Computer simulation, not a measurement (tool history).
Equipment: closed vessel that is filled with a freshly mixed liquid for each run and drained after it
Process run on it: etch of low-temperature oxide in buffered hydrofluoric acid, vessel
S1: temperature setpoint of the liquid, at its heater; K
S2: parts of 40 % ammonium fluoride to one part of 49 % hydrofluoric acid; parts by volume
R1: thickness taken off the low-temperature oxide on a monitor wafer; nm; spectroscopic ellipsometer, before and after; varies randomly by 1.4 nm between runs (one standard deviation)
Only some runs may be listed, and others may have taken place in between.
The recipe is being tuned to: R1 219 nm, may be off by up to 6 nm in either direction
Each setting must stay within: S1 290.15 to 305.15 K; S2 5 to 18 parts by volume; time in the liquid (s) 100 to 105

run 1 day=0 | S1=298.15 S2=11 time_in_the_liquid_(s)=100 | R1=436.39
run 2 day=0.312 | S1=295.65 S2=12 time_in_the_liquid_(s)=100 | R1=353.28
run 3 day=0.575 | S1=295.65 S2=12 time_in_the_liquid_(s)=100 | R1=355
run 4 day=0.875 | S1=294.15 S2=13 time_in_the_liquid_(s)=100 | R1=298.73
run 5 day=1.112 | S1=293.15 S2=13.5 time_in_the_liquid_(s)=100 | R1=272.95
run 6 day=1.196 | S1=292.15 S2=13.5 time_in_the_liquid_(s)=100 | R1=257.35
run 7 day=1.279 | S1=291.65 S2=13.5 time_in_the_liquid_(s)=100 | R1=249.59
run 8 day=1.321 | S1=291.15 S2=13.5 time_in_the_liquid_(s)=100 | R1=244.55
run 9 day=1.612 | S1=290.65 S2=13.5 time_in_the_liquid_(s)=100 | R1=232.35
run 10 day=1.808 | S1=290.15 S2=13.5 time_in_the_liquid_(s)=100 | R1=230.98

5 candidate next runs follow, results not yet known. Just one meets every target within its allowed miss. Identify it.
run A day=2.004 | S1=293.15 S2=15.5 time_in_the_liquid_(s)=100 | R1=?
run B day=2.004 | S1=290.15 S2=13 time_in_the_liquid_(s)=100 | R1=?
run C day=2.004 | S1=290.65 S2=13.5 time_in_the_liquid_(s)=100 | R1=?
run D day=2.004 | S1=290.15 S2=14 time_in_the_liquid_(s)=100 | R1=?
run E day=2.004 | S1=290.15 S2=14 time_in_the_liquid_(s)=105 | R1=?

move=A R1=237.71
move=B R1=239.01
move=C R1=236.89
move=D R1=222.24
move=E R1=233.35
A: its largest miss is bigger than the last run's
B: its largest miss is bigger than the last run's
C: its largest miss is bigger than the last run's
D: every result lands within tolerance
E: its largest miss is bigger than the last run's
Answer: D
